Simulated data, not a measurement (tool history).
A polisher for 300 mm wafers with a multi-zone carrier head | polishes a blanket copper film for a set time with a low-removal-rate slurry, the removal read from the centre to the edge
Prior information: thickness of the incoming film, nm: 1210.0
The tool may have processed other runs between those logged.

run	day	flow of slurry (ml/min)	pressure of the head's centre zone	pressure of the head's middle zone	pressure of the head's edge zone	abrasive content of the slurry	polishing time (s)	film removed at the wafer's centre (nm)	film removed at mid-radius (nm)	film removed at the wafer's edge (nm)
1	0.000	250	1.00	1.00	1.00	1.00	48	166.67	164.19	160.28
2	0.246	240	0.99	1.01	0.98	1.00	48	163.40	163.73	162.53
3	0.429	240	0.99	1.01	0.98	1.00	39	132.47	134.21	131.85
4	0.662	240	0.99	1.01	0.98	1.00	48	165.07	164.10	159.93
5	0.729	240	1.05	1.01	0.98	1.00	48	173.99	167.29	159.65
6	0.888	240	1.05	1.01	1.04	1.00	48	174.70	166.11	162.44
7	1.025	240	1.03	1.03	1.01	0.95	48	166.72	164.83	158.21

Run 8 is up next; what results do you expect?
8	1.129	235	1.02	1.05	0.99	0.95	48	?	?	?

Run 8 came out at film removed at the wafer's centre (nm) 166.50, film removed at mid-radius (nm) 170.11, film removed at the wafer's edge (nm) 158.93.
